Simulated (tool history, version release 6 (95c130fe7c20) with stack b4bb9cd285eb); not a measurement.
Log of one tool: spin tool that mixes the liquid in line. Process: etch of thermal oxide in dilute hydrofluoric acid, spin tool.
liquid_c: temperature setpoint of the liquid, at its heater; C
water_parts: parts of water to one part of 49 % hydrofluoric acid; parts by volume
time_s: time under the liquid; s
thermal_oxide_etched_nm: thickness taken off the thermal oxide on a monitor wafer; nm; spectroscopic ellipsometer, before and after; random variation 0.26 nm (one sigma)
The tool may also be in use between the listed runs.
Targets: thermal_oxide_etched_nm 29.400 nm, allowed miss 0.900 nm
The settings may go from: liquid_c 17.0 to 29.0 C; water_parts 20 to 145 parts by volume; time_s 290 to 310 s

run,hour,liquid_c,water_parts,time_s,thermal_oxide_etched_nm
1,0.0,21.0,80,290,15.554
2,8.4,21.0,60,290,21.174
3,13.8,19.0,60,290,19.202
4,16.5,19.0,60,290,19.462
5,19.8,21.0,60,290,21.162
6,23.4,23.5,60,290,23.094
7,24.2,24.5,60,290,24.034
8,28.5,28.5,55,290,30.703
9,32.1,28.0,55,290,30.862

Which of these 4 next moves meets every target?
A,35.7,27.5,60,310,?
B,35.7,27.5,50,305,?
C,35.7,27.5,50,295,?
D,35.7,29.0,55,295,?

move,thermal_oxide_etched_nm
A,28.867
B,34.574
C,33.441
D,32.030
A: meets every target
B: further off than the last run
C: further off than the last run
D: further off than the last run
The right move is A.
